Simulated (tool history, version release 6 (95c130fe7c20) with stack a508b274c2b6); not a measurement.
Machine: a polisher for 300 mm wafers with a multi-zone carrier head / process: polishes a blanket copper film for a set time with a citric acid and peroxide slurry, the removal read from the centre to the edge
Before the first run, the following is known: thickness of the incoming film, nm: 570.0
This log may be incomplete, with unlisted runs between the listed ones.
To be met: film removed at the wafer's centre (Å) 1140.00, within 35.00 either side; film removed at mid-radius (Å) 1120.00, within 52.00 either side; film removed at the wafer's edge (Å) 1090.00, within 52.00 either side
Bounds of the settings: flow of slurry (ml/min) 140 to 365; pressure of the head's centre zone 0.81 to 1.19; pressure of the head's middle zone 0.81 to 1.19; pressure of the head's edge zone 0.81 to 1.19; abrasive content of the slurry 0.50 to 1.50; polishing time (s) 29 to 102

run  hour  flow of slurry (ml/min)  pressure of the head's centre zone  pressure of the head's middle zone  pressure of the head's edge zone  abrasive content of the slurry  polishing time (s)  film removed at the wafer's centre (Å)  film removed at mid-radius (Å)  film removed at the wafer's edge (Å)
  1   0.0                      235                                1.00                                1.00                              1.00                            1.00                  65                                 1939.50                         1985.20                               2037.90
  2   7.3                      235                                1.00                                1.00                              1.05                            1.00                  65                                 1928.50                         1908.50                               2018.40
  3  12.7                      240                                1.01                                1.01                              1.05                            0.95                  60                                 1765.90                         1808.30                               1906.60
  4  16.6                      230                                1.03                                1.01                              1.02                            0.90                  56                                 1679.30                         1638.00                               1707.60
  5  25.4                      270                                1.03                                1.01                              1.02                            0.90                  56                                 1720.40                         1707.20                               1695.70
  6  31.8                      270                                1.03                                1.01                              1.09                            0.90                  56                                 1703.70                         1662.40                               1790.10
  7  37.9                      275                                1.02                                1.00                              1.07                            0.85                  53                                 1574.20                         1563.30                               1619.20
  8  39.3                      275                                1.02                                1.00                              1.07                            0.85                  53                                 1579.20                         1573.30                               1659.80
  9  46.5                      280                                1.01                                0.97                              0.97                            0.60                  35                                  967.55                          936.84                                948.94
 10  47.2                      280                                1.02                                0.99                              0.99                            0.60                  35                                  956.65                          947.83                                943.21

Exactly one of the 4 candidate moves below puts every result within its allowed miss. Which one?
  A  47.9                      275                                0.93                                0.83                              0.92                            0.50                  43                                       ?                               ?                                     ?
  B  47.9                      185                                0.87                                0.81                              1.02                            0.65                  35                                       ?                               ?                                     ?
  C  47.9                      240                                1.05                                1.00                              0.94                            0.65                  41                                       ?                               ?                                     ?
  D  47.9                      280                                1.19                                0.92                              0.82                            0.50                  29                                       ?                               ?                                     ?

move  film removed at the wafer's centre (Å)  film removed at mid-radius (Å)  film removed at the wafer's edge (Å)
   A                                 1030.70                          996.08                               1088.70
   B                                  790.50                          807.08                                950.61
   C                                 1153.30                         1109.80                               1102.10
   D                                  877.74                          713.09                                698.96
A: closer than the last run, but not yet in spec
B: further off than the last run
C: hits every target within its allowed miss
D: further off than the last run
C meets every target.
